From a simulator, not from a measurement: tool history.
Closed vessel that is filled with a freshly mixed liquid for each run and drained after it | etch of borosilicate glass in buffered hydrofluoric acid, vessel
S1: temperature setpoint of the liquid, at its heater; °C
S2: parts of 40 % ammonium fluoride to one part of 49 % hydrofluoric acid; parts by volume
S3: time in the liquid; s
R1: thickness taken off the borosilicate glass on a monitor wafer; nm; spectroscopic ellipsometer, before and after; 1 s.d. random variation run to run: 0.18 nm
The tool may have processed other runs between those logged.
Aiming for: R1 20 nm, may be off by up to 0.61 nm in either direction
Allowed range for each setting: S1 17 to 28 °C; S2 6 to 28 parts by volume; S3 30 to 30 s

run,day,S1,S2,S3,R1
1,0,20,17,30,17.368
2,0.262,20.5,17,30,17.795
3,0.446,21,17,30,18.259
4,0.592,21.5,17,30,19.018
5,0.879,21.5,22,30,15.237
6,1.117,21.5,20,30,16.065
7,1.404,22.5,20,30,16.879
8,1.433,22.5,20,30,17.109
9,1.654,23,20,30,17.477
10,2.025,23.5,20,30,17.712
11,2.183,23.5,20,30,17.915
12,2.233,24,20,30,18.479
13,2.571,24.5,20,30,18.788

Exercise: of the 5 proposed moves below, exactly one satisfies all targets within the stated allowed misses. Which move is it?
A,2.908,21.5,18.5,30,?
B,2.908,24.5,20.5,30,?
C,2.908,25.5,24,30,?
D,2.908,22.5,19,30,?
E,2.908,25,19.5,30,?

move,R1
A,17.403
B,18.626
C,17.621
D,17.897
E,19.957
A: the biggest miss grows against the last run
B: the biggest miss grows against the last run
C: the biggest miss grows against the last run
D: the biggest miss grows against the last run
E: all results land within tolerance of their targets
So the answer is move E, the one that meets all the targets.
